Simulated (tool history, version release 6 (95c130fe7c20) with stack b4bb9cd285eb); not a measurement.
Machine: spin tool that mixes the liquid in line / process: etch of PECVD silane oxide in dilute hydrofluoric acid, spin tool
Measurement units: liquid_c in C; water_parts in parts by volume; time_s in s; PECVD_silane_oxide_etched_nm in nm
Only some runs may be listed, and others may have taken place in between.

run 1 hour=0.0 | liquid_c=24.0 water_parts=285 time_s=115 | PECVD_silane_oxide_etched_nm=13.7650
run 2 hour=7.5 | liquid_c=22.0 water_parts=285 time_s=115 | PECVD_silane_oxide_etched_nm=12.8120
run 3 hour=8.1 | liquid_c=20.5 water_parts=285 time_s=115 | PECVD_silane_oxide_etched_nm=12.1710
run 4 hour=12.9 | liquid_c=19.5 water_parts=285 time_s=115 | PECVD_silane_oxide_etched_nm=11.6250
run 5 hour=19.0 | liquid_c=19.5 water_parts=370 time_s=115 | PECVD_silane_oxide_etched_nm=8.3696
run 6 hour=25.1 | liquid_c=21.5 water_parts=370 time_s=115 | PECVD_silane_oxide_etched_nm=8.9846

What does the tool deliver on the next run?
run 7 hour=29.4 | liquid_c=23.0 water_parts=370 time_s=115 | PECVD_silane_oxide_etched_nm=?

For run 7 the tool returned PECVD_silane_oxide_etched_nm 9.3556 nm.

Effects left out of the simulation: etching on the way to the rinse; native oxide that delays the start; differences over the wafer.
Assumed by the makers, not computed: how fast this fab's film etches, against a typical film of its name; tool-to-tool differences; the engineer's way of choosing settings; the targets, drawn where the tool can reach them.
